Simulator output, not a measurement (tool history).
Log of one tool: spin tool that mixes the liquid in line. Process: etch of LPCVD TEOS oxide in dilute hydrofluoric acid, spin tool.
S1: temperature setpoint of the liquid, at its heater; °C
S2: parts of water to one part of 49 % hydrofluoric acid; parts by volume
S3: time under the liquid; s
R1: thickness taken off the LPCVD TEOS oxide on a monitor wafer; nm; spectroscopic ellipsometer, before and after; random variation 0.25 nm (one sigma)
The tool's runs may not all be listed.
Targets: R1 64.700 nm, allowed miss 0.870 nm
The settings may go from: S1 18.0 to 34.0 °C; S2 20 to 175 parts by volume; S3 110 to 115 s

Run 1, hour 0.0: S1 26.0 °C, S2 95 parts by volume, S3 110 s. Result: R1 35.506 nm.
Run 2, hour 3.1: S1 26.0 °C, S2 125 parts by volume, S3 110 s. Result: R1 26.062 nm.
Run 3, hour 10.4: S1 26.0 °C, S2 90 parts by volume, S3 110 s. Result: R1 37.621 nm.
Run 4, hour 15.7: S1 27.0 °C, S2 85 parts by volume, S3 110 s. Result: R1 41.644 nm.
Run 5, hour 23.3: S1 27.0 °C, S2 85 parts by volume, S3 110 s. Result: R1 41.729 nm.
Run 6, hour 30.3: S1 28.0 °C, S2 85 parts by volume, S3 110 s. Result: R1 43.321 nm.
Run 7, hour 34.4: S1 29.0 °C, S2 85 parts by volume, S3 110 s. Result: R1 45.173 nm.
Run 8, hour 39.2: S1 30.0 °C, S2 85 parts by volume, S3 110 s. Result: R1 46.823 nm.
Run 9, hour 41.4: S1 30.5 °C, S2 85 parts by volume, S3 110 s. Result: R1 47.703 nm.
Run 10, hour 44.0: S1 31.0 °C, S2 85 parts by volume, S3 110 s. Result: R1 48.491 nm.
Run 11, hour 48.0: S1 31.5 °C, S2 85 parts by volume, S3 110 s. Result: R1 49.642 nm.
Run 12, hour 50.2: S1 32.0 °C, S2 85 parts by volume, S3 110 s. Result: R1 50.615 nm.
Run 13, hour 56.7: S1 32.5 °C, S2 85 parts by volume, S3 110 s. Result: R1 51.376 nm.
Run 14, hour 62.4: S1 33.5 °C, S2 75 parts by volume, S3 110 s. Result: R1 61.792 nm.
Run 15, hour 65.5: S1 34.0 °C, S2 75 parts by volume, S3 110 s. Result: R1 62.308 nm.
Run 16, hour 66.5: S1 34.0 °C, S2 70 parts by volume, S3 110 s. Result: R1 67.416 nm.
Run 17, hour 70.7: S1 33.5 °C, S2 70 parts by volume, S3 110 s. Result: R1 66.429 nm.

Which of these 4 next moves meets every target?
Run A, hour 74.9: S1 30.0 °C, S2 65 parts by volume, S3 115 s. Result: R1 ?.
Run B, hour 74.9: S1 32.0 °C, S2 70 parts by volume, S3 110 s. Result: R1 ?.
Run C, hour 74.9: S1 34.0 °C, S2 70 parts by volume, S3 110 s. Result: R1 ?.
Run D, hour 74.9: S1 33.5 °C, S2 75 parts by volume, S3 115 s. Result: R1 ?.

move      R1
   A  65.840
   B  62.650
   C  67.535
   D  64.162
A: nearer than the last run, and not there yet
B: takes the result that was furthest off past its target
C: further off than the last run
D: meets every target
Answer: D

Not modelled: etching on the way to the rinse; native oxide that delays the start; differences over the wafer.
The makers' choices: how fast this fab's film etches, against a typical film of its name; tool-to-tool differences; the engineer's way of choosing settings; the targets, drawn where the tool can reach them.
